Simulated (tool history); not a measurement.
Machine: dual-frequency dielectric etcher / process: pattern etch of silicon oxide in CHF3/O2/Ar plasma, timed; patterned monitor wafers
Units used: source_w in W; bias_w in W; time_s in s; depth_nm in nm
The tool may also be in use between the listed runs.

Run 1, day 0: source_w 700 W, bias_w 164 W, time_s 329 s. Result: depth_nm 672.96 nm.
Run 2, day 0.079: source_w 660 W, bias_w 163 W, time_s 329 s. Result: depth_nm 660.63 nm.
Run 3, day 0.425: source_w 620 W, bias_w 161 W, time_s 329 s. Result: depth_nm 646.49 nm.
Run 4, day 0.629: source_w 540 W, bias_w 161 W, time_s 329 s. Result: depth_nm 618.4 nm.
Run 5, day 0.992: source_w 540 W, bias_w 161 W, time_s 303.5 s. Result: depth_nm 567.34 nm.
Run 6, day 1.212: source_w 540 W, bias_w 161 W, time_s 329 s. Result: depth_nm 618.9 nm.

Run 7 is up next; what results do you expect?
Run 7, day 1.371: source_w 430 W, bias_w 157 W, time_s 328.5 s. Result: depth_nm ?.

{"run 7": {"depth_nm": 564.46}}

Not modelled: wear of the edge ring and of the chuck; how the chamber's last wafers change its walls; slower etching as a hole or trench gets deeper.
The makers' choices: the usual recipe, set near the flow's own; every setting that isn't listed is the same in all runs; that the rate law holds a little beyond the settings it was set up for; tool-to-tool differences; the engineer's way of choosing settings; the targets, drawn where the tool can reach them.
